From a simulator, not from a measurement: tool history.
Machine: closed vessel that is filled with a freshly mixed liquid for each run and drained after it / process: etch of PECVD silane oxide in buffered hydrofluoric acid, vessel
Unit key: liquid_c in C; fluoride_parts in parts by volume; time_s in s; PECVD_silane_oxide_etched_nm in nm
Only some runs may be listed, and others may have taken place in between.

run  hour  liquid_c  fluoride_parts  time_s  PECVD_silane_oxide_etched_nm
  1   0.0      23.0            17.5     105                        170.53
  2   7.7      23.0            22.0     105                        139.83
  3  13.0      23.0            22.0     105                        140.33
  4  16.7      20.5            22.0     105                        121.22
  5  22.8      20.5            22.0     110                        126.57
  6  30.9      23.5            22.0     110                        150.85

Expected results for the next run?
  7  33.5      25.0            20.5     110                             ?

Run 7 came out at PECVD_silane_oxide_etched_nm 172.30 nm.
